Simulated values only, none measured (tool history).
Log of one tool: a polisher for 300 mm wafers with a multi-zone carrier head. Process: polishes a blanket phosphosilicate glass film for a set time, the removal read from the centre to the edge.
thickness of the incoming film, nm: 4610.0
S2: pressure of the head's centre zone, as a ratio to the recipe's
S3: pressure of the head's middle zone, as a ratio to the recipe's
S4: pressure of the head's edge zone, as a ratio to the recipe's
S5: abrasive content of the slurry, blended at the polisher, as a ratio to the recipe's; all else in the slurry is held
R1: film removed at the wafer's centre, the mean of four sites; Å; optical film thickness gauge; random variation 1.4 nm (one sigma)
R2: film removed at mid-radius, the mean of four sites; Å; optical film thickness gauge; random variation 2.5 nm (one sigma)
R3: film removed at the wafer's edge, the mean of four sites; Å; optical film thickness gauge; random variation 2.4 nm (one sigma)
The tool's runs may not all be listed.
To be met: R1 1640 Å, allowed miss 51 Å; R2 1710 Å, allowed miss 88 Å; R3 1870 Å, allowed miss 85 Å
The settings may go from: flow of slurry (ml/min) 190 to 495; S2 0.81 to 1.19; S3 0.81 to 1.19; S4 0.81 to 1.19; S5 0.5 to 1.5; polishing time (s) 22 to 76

{"run": 1, "hour": 0.0, "flow of slurry (ml/min)": 320, "S2": 1, "S3": 1, "S4": 1, "S5": 1, "polishing time (s)": 49, "R1": 3345.7, "R2": 3263.9, "R3": 3270.2}
{"run": 2, "hour": 1.4, "flow of slurry (ml/min)": 320, "S2": 1, "S3": 1, "S4": 1, "S5": 1, "polishing time (s)": 40, "R1": 2752.3, "R2": 2716.2, "R3": 2736.4}
{"run": 3, "hour": 3.8, "flow of slurry (ml/min)": 380, "S2": 1, "S3": 1, "S4": 1, "S5": 1, "polishing time (s)": 40, "R1": 2783.4, "R2": 2794.1, "R3": 2794.6}
{"run": 4, "hour": 10.8, "flow of slurry (ml/min)": 380, "S2": 1, "S3": 1, "S4": 1, "S5": 1, "polishing time (s)": 45, "R1": 3103.9, "R2": 3113.7, "R3": 3100.8}
{"run": 5, "hour": 16.9, "flow of slurry (ml/min)": 380, "S2": 1.06, "S3": 1, "S4": 1, "S5": 1, "polishing time (s)": 45, "R1": 3246.1, "R2": 3100.5, "R3": 3094.6}
{"run": 6, "hour": 25.4, "flow of slurry (ml/min)": 380, "S2": 1.01, "S3": 0.98, "S4": 1.01, "S5": 0.85, "polishing time (s)": 41, "R1": 2572.3, "R2": 2514.3, "R3": 2646.4}
{"run": 7, "hour": 32.8, "flow of slurry (ml/min)": 375, "S2": 0.98, "S3": 0.97, "S4": 0.98, "S5": 0.75, "polishing time (s)": 40, "R1": 2246.6, "R2": 2260.2, "R3": 2359.4}
{"run": 8, "hour": 37.9, "flow of slurry (ml/min)": 370, "S2": 0.94, "S3": 0.94, "S4": 0.95, "S5": 0.7, "polishing time (s)": 40, "R1": 2095.5, "R2": 2108.7, "R3": 2210.5}
{"run": 9, "hour": 45.1, "flow of slurry (ml/min)": 370, "S2": 0.91, "S3": 0.92, "S4": 0.94, "S5": 0.65, "polishing time (s)": 40, "R1": 1912.2, "R2": 1941.2, "R3": 2085.2}
{"run": 10, "hour": 48.6, "flow of slurry (ml/min)": 365, "S2": 0.88, "S3": 0.9, "S4": 0.92, "S5": 0.65, "polishing time (s)": 40, "R1": 1805.9, "R2": 1926.2, "R3": 2069.5}
{"run": 11, "hour": 53.1, "flow of slurry (ml/min)": 360, "S2": 0.87, "S3": 0.88, "S4": 0.89, "S5": 0.65, "polishing time (s)": 40, "R1": 1825.6, "R2": 1858.4, "R3": 2039.4}
{"run": 12, "hour": 57.0, "flow of slurry (ml/min)": 360, "S2": 0.86, "S3": 0.87, "S4": 0.87, "S5": 0.65, "polishing time (s)": 40, "R1": 1792.9, "R2": 1908.1, "R3": 2036.1}
{"run": 13, "hour": 61.3, "flow of slurry (ml/min)": 360, "S2": 0.86, "S3": 0.86, "S4": 0.86, "S5": 0.6, "polishing time (s)": 40, "R1": 1703.2, "R2": 1743.9, "R3": 1928.7}

Which of these 4 next moves meets every target?
{"run": "A", "hour": 65.6, "flow of slurry (ml/min)": 320, "S2": 0.88, "S3": 0.84, "S4": 0.85, "S5": 0.55, "polishing time (s)": 45, "R1": "?", "R2": "?", "R3": "?"}
{"run": "B", "hour": 65.6, "flow of slurry (ml/min)": 245, "S2": 0.85, "S3": 0.99, "S4": 0.86, "S5": 0.5, "polishing time (s)": 46, "R1": "?", "R2": "?", "R3": "?"}
{"run": "C", "hour": 65.6, "flow of slurry (ml/min)": 290, "S2": 0.87, "S3": 0.88, "S4": 0.92, "S5": 0.5, "polishing time (s)": 46, "R1": "?", "R2": "?", "R3": "?"}
{"run": "D", "hour": 65.6, "flow of slurry (ml/min)": 330, "S2": 0.88, "S3": 0.81, "S4": 0.89, "S5": 0.65, "polishing time (s)": 38, "R1": "?", "R2": "?", "R3": "?"}

move=A R1=1815.4 R2=1748.7 R3=1964.9
move=B R1=1615 R2=1847.1 R3=1824
move=C R1=1675.4 R2=1696.5 R3=1885.7
move=D R1=1752 R2=1638.6 R3=1924.6
A: further off than the last run
B: brings the result that was furthest off to its target, and leaves another outside
C: meets every target
D: further off than the last run
Move C is the one to make.
